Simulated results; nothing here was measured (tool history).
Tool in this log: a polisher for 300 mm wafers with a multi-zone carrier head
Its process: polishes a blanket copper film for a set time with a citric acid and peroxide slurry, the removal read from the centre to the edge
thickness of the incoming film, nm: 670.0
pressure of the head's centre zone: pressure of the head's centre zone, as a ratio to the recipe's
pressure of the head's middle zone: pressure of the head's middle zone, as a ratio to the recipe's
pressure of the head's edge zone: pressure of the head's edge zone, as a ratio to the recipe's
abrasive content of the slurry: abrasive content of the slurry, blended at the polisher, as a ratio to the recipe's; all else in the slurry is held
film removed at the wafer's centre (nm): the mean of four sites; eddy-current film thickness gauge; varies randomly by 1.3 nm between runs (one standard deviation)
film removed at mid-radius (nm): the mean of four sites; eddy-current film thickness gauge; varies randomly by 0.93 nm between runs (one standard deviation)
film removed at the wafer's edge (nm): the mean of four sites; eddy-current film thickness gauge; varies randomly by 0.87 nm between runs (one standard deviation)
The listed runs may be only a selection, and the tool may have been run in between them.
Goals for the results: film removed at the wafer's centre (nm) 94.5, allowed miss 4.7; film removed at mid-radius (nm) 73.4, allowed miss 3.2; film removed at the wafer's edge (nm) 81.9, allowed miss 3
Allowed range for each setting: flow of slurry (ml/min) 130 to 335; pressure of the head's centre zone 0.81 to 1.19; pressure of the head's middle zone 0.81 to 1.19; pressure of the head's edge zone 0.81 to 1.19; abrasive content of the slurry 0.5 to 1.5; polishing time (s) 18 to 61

run,hour,flow of slurry (ml/min),pressure of the head's centre zone,pressure of the head's middle zone,pressure of the head's edge zone,abrasive content of the slurry,polishing time (s),film removed at the wafer's centre (nm),film removed at mid-radius (nm),film removed at the wafer's edge (nm)
1,0,215,1,1,1,1,39,109.59,105.72,107.79
2,5.2,245,1,1,1,1,39,112.76,105.94,109.11
3,13.7,200,1,1,1,1,39,109,105.17,107.13
4,18.6,200,0.95,1,1,1,39,102.61,103.86,109.3
5,22.8,200,0.95,1,1,0.8,39,96.058,98.048,103.05
6,24.8,200,0.95,1,1,0.65,39,94.345,94.79,99.436
7,33.3,205,0.98,0.95,0.97,0.6,38,93.189,87.611,91.882
8,38.2,205,0.98,0.95,0.97,0.6,38,93.087,86.108,93.488
9,41.2,205,1,0.92,0.93,0.55,38,90.807,83.903,88.083
10,44.6,205,1.03,0.88,0.93,0.55,38,93.439,79.047,88.829
11,53.5,205,1.05,0.87,0.91,0.55,38,98.672,79.416,88.476
12,60.3,200,1.05,0.85,0.89,0.55,38,98.025,77.604,87.749

Which single option among these 5 for the next run brings every result within its allowed miss of target? Just one does.
A,67.1,280,1,0.82,1.1,0.6,34,?,?,?
B,67.1,190,0.96,0.9,1.01,0.5,39,?,?,?
C,67.1,185,1,0.92,0.86,0.65,39,?,?,?
D,67.1,220,1.05,0.84,0.86,0.6,35,?,?,?
E,67.1,225,1.06,0.95,0.83,0.6,36,?,?,?

move,film removed at the wafer's centre (nm),film removed at mid-radius (nm),film removed at the wafer's edge (nm)
A,87.004,70.82,90.761
B,87.93,80.904,92.822
C,96.523,86.827,90.624
D,91.499,72.525,81.275
E,95.358,82.813,82.29
A: moves away from the targets compared with the last run
B: moves away from the targets compared with the last run
C: moves away from the targets compared with the last run
D: hits every target within its allowed miss
E: gets the furthest-off result to its target, but another result is out of tolerance
D meets every target.
